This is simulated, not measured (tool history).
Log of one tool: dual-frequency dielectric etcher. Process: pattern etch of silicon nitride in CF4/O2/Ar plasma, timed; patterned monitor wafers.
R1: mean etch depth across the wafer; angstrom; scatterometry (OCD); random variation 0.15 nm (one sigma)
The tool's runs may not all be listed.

Run 1, hour 0: source power (W) 440, bias power (W) 48, Ar flow (sccm) 124, CF4 flow (sccm) 79, etch time (s) 18.5. Result: R1 322.98 angstrom.
Run 2, hour 7.6: source power (W) 440, bias power (W) 48, Ar flow (sccm) 116, CF4 flow (sccm) 79, etch time (s) 18.5. Result: R1 324.61 angstrom.
Run 3, hour 15.6: source power (W) 430, bias power (W) 48, Ar flow (sccm) 116, CF4 flow (sccm) 79, etch time (s) 18.5. Result: R1 323.36 angstrom.
Run 4, hour 16.2: source power (W) 430, bias power (W) 48, Ar flow (sccm) 116, CF4 flow (sccm) 91, etch time (s) 18.5. Result: R1 323.2 angstrom.
At hour 16.9: Ar flow controller replaced.
Run 5, hour 16.9: source power (W) 420, bias power (W) 48, Ar flow (sccm) 116, CF4 flow (sccm) 91, etch time (s) 18.5. Result: R1 317.21 angstrom.
Run 6, hour 18.8: source power (W) 410, bias power (W) 48, Ar flow (sccm) 116, CF4 flow (sccm) 91, etch time (s) 18.5. Result: R1 308.16 angstrom.
Run 7, hour 27.5: source power (W) 400, bias power (W) 48, Ar flow (sccm) 116, CF4 flow (sccm) 91, etch time (s) 18.5. Result: R1 307.54 angstrom.

Run 8 comes next. What will it give?
Run 8, hour 35: source power (W) 390, bias power (W) 48, Ar flow (sccm) 116, CF4 flow (sccm) 91, etch time (s) 18.5. Result: R1 ?.

R1: 300.09 angstrom
